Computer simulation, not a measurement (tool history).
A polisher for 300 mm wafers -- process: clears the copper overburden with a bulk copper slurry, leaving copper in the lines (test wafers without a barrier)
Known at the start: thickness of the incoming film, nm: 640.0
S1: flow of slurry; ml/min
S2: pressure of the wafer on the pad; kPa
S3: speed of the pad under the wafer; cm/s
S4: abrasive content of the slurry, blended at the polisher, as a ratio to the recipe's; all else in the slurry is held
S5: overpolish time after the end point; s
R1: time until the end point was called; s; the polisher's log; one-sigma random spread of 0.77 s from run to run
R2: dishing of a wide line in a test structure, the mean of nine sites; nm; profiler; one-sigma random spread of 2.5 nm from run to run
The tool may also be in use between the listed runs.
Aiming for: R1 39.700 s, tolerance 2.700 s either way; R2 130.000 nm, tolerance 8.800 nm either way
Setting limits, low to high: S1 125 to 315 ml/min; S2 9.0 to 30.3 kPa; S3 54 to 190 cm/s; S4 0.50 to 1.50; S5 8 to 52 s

run	hour	S1	S2	S3	S4	S5	R1	R2
1	0.0	205	19.3	122	1.00	26	86.344	92.521
2	4.1	205	19.3	122	0.85	26	90.309	86.173
3	12.4	205	20.7	126	0.85	26	81.796	93.576
4	18.8	205	20.7	126	1.00	26	79.455	96.432
5	26.9	205	17.9	126	1.00	26	92.116	86.000
6	30.2	205	19.3	130	1.00	25	80.914	89.315
7	38.9	205	20.7	132	1.00	25	72.907	95.541
8	40.0	205	22.1	134	1.00	25	70.117	101.380
9	45.3	205	22.8	138	1.00	24	66.417	102.490
10	53.1	205	23.4	142	1.00	23	62.232	102.010
11	59.5	205	24.1	144	1.00	23	59.862	104.690
12	65.9	205	24.8	146	1.00	23	57.062	111.790
13	72.1	205	25.5	148	1.00	22	56.411	109.870
14	73.5	205	26.2	152	1.00	22	52.482	111.180
15	79.9	205	26.9	154	1.00	22	50.443	111.210
16	87.6	205	27.6	156	1.00	22	47.953	113.420
17	88.8	205	28.3	158	1.00	22	45.949	115.790

Of the 5 settings listed for the next run, only one would bring every result within its allowed miss of target. Which one?
A	90.0	185	28.3	176	1.00	15	?	?
B	90.0	210	30.3	162	1.15	25	?	?
C	90.0	170	24.8	146	1.10	48	?	?
D	90.0	200	28.3	150	1.10	21	?	?
E	90.0	205	26.2	144	1.05	32	?	?

move	R1	R2
A	41.354	102.330
B	39.575	127.410
C	55.426	130.150
D	46.572	112.640
E	52.760	122.710
A: puts the biggest miss on target and leaves a different result outside tolerance
B: every result within its allowed miss
C: further off than the last run
D: further off than the last run
E: further off than the last run
Correct choice: B, which meets every target
